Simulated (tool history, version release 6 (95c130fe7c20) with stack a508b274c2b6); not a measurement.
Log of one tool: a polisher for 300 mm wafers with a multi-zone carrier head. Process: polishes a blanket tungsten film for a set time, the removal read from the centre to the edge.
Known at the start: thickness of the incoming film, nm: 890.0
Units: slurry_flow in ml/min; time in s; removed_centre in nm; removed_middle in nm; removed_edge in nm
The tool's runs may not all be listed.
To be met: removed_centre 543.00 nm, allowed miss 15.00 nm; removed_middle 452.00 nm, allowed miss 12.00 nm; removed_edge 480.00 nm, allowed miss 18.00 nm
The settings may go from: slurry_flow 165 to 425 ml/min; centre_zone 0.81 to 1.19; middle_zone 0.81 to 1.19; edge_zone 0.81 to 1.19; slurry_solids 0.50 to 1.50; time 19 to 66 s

{"run": 1, "day": 0.0, "slurry_flow": 275, "centre_zone": 1.0, "middle_zone": 1.0, "edge_zone": 1.0, "slurry_solids": 1.0, "time": 42, "removed_centre": 322.08, "removed_middle": 316.13, "removed_edge": 318.07}
{"run": 2, "day": 0.212, "slurry_flow": 275, "centre_zone": 1.0, "middle_zone": 1.0, "edge_zone": 0.93, "slurry_solids": 1.0, "time": 42, "removed_centre": 322.42, "removed_middle": 319.49, "removed_edge": 304.59}
{"run": 3, "day": 0.579, "slurry_flow": 335, "centre_zone": 1.0, "middle_zone": 1.0, "edge_zone": 0.93, "slurry_solids": 1.0, "time": 42, "removed_centre": 326.78, "removed_middle": 326.06, "removed_edge": 308.85}
{"run": 4, "day": 0.646, "slurry_flow": 335, "centre_zone": 1.0, "middle_zone": 0.92, "edge_zone": 0.93, "slurry_solids": 1.0, "time": 42, "removed_centre": 330.43, "removed_middle": 305.1, "removed_edge": 318.35}
{"run": 5, "day": 0.688, "slurry_flow": 335, "centre_zone": 1.02, "middle_zone": 0.93, "edge_zone": 0.95, "slurry_solids": 1.1, "time": 44, "removed_centre": 364.1, "removed_middle": 327.91, "removed_edge": 338.76}
{"run": 6, "day": 1.033, "slurry_flow": 335, "centre_zone": 1.03, "middle_zone": 0.94, "edge_zone": 0.98, "slurry_solids": 1.15, "time": 46, "removed_centre": 389.35, "removed_middle": 353.69, "removed_edge": 374.65}
{"run": 7, "day": 1.283, "slurry_flow": 340, "centre_zone": 1.05, "middle_zone": 0.95, "edge_zone": 0.99, "slurry_solids": 1.2, "time": 47, "removed_centre": 411.98, "removed_middle": 370.29, "removed_edge": 385.1}
{"run": 8, "day": 1.458, "slurry_flow": 345, "centre_zone": 1.07, "middle_zone": 0.96, "edge_zone": 1.01, "slurry_solids": 1.25, "time": 48, "removed_centre": 434.21, "removed_middle": 375.0, "removed_edge": 405.72}
{"run": 9, "day": 1.767, "slurry_flow": 350, "centre_zone": 1.08, "middle_zone": 0.98, "edge_zone": 1.02, "slurry_solids": 1.3, "time": 49, "removed_centre": 455.04, "removed_middle": 403.12, "removed_edge": 418.92}
{"run": 10, "day": 1.958, "slurry_flow": 355, "centre_zone": 1.09, "middle_zone": 0.99, "edge_zone": 1.04, "slurry_solids": 1.35, "time": 49, "removed_centre": 456.95, "removed_middle": 409.36, "removed_edge": 430.02}
{"run": 11, "day": 2.079, "slurry_flow": 360, "centre_zone": 1.1, "middle_zone": 0.99, "edge_zone": 1.05, "slurry_solids": 1.35, "time": 49, "removed_centre": 467.59, "removed_middle": 409.77, "removed_edge": 427.13}
{"run": 12, "day": 2.292, "slurry_flow": 360, "centre_zone": 1.11, "middle_zone": 0.99, "edge_zone": 1.06, "slurry_solids": 1.35, "time": 49, "removed_centre": 471.94, "removed_middle": 409.84, "removed_edge": 432.85}
{"run": 13, "day": 2.621, "slurry_flow": 365, "centre_zone": 1.12, "middle_zone": 1.0, "edge_zone": 1.07, "slurry_solids": 1.35, "time": 49, "removed_centre": 480.06, "removed_middle": 411.77, "removed_edge": 431.79}
{"run": 14, "day": 2.796, "slurry_flow": 365, "centre_zone": 1.13, "middle_zone": 1.0, "edge_zone": 1.08, "slurry_solids": 1.35, "time": 49, "removed_centre": 482.41, "removed_middle": 419.38, "removed_edge": 438.77}
{"run": 15, "day": 3.021, "slurry_flow": 370, "centre_zone": 1.14, "middle_zone": 1.0, "edge_zone": 1.09, "slurry_solids": 1.35, "time": 49, "removed_centre": 479.33, "removed_middle": 417.02, "removed_edge": 438.39}
{"run": 16, "day": 3.342, "slurry_flow": 370, "centre_zone": 1.15, "middle_zone": 1.0, "edge_zone": 1.09, "slurry_solids": 1.35, "time": 49, "removed_centre": 486.0, "removed_middle": 413.64, "removed_edge": 438.9}

Which of these 4 next moves meets every target?
{"run": "A", "day": 3.662, "slurry_flow": 340, "centre_zone": 1.12, "middle_zone": 1.01, "edge_zone": 1.1, "slurry_solids": 1.3, "time": 47, "removed_centre": "?", "removed_middle": "?", "removed_edge": "?"}
{"run": "B", "day": 3.662, "slurry_flow": 350, "centre_zone": 1.17, "middle_zone": 1.0, "edge_zone": 1.1, "slurry_solids": 1.25, "time": 55, "removed_centre": "?", "removed_middle": "?", "removed_edge": "?"}
{"run": "C", "day": 3.662, "slurry_flow": 365, "centre_zone": 1.05, "middle_zone": 1.04, "edge_zone": 1.16, "slurry_solids": 1.4, "time": 55, "removed_centre": "?", "removed_middle": "?", "removed_edge": "?"}
{"run": "D", "day": 3.662, "slurry_flow": 375, "centre_zone": 1.17, "middle_zone": 1.08, "edge_zone": 1.02, "slurry_solids": 1.4, "time": 51, "removed_centre": "?", "removed_middle": "?", "removed_edge": "?"}

move=A removed_centre=448.81 removed_middle=388.04 removed_edge=416.94
move=B removed_centre=544.25 removed_middle=446.61 removed_edge=483.40
move=C removed_centre=507.45 removed_middle=478.60 removed_edge=515.27
move=D removed_centre=526.46 removed_middle=458.16 removed_edge=448.56
A: further off than the last run
B: meets every target
C: nearer than the last run, and not there yet
D: nearer than the last run, and not there yet
Answer: B

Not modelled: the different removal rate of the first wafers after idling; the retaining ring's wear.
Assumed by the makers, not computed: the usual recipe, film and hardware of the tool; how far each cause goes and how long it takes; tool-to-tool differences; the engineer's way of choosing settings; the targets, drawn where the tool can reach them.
